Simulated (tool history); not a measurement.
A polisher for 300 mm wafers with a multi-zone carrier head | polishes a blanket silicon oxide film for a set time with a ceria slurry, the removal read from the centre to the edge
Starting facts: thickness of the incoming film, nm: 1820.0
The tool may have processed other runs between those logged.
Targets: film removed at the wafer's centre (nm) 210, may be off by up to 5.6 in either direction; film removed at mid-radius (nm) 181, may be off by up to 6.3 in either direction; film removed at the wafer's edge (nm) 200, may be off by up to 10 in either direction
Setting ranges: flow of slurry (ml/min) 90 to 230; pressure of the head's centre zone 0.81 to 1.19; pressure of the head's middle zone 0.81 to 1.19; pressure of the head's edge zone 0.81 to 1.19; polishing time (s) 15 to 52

run  hour  flow of slurry (ml/min)  pressure of the head's centre zone  pressure of the head's middle zone  pressure of the head's edge zone  polishing time (s)  film removed at the wafer's centre (nm)  film removed at mid-radius (nm)  film removed at the wafer's edge (nm)
  1     0                      150                                   1                                   1                                 1                  33                                   140.22                           142.63                                 143.81
  2     5                      150                                   1                                   1                                 1                  41                                   175.46                           178.35                                 179.21
  3  10.6                      185                                   1                                   1                                 1                  41                                   178.02                           183.56                                 184.31
  4  17.4                      215                                   1                                   1                                 1                  41                                   185.37                           189.51                                 190.23
  5  18.6                      215                                   1                                0.92                                 1                  41                                    183.6                           175.33                                 180.76
  6  19.9                      215                                1.03                                0.92                              1.04                  41                                   191.32                           174.66                                 188.09
  7  28.3                      215                                1.05                                0.93                              1.05                  41                                   191.01                           177.35                                 191.74
  8    30                      215                                1.08                                0.93                              1.05                  41                                   197.65                           175.58                                 187.33
  9  31.3                      215                                1.09                                0.93                              1.07                  41                                   198.07                           177.59                                  190.8
 10  38.4                      215                                 1.1                                0.93                              1.08                  41                                   200.78                           176.86                                 193.97
 11  42.1                      215                                1.11                                0.93                              1.09                  41                                    199.8                           177.82                                    199
 12  50.8                      215                                1.12                                0.93                              1.09                  41                                   202.18                           179.77                                 194.32
 13  56.7                      215                                1.13                                0.93                               1.1                  41                                   202.27                           176.92                                 196.24

4 next moves are on the table. One of them brings every result within its allowed miss. Which?
  A  62.6                      200                                1.11                                0.85                              1.15                  41                                        ?                                ?                                      ?
  B  62.6                      230                                 1.1                                 0.9                              1.06                  43                                        ?                                ?                                      ?
  C  62.6                      230                                1.14                                0.89                              1.09                  40                                        ?                                ?                                      ?
  D  62.6                      195                                1.17                                 0.9                              1.01                  39                                        ?                                ?                                      ?

move  film removed at the wafer's centre (nm)  film removed at mid-radius (nm)  film removed at the wafer's edge (nm)
   A                                   199.01                            160.6                                  198.1
   B                                   211.55                           179.92                                 201.93
   C                                   202.88                           165.79                                 190.51
   D                                   197.33                           159.58                                 176.01
A: moves away from the targets compared with the last run
B: each result inside its tolerance
C: moves away from the targets compared with the last run
D: moves away from the targets compared with the last run
Answer: B

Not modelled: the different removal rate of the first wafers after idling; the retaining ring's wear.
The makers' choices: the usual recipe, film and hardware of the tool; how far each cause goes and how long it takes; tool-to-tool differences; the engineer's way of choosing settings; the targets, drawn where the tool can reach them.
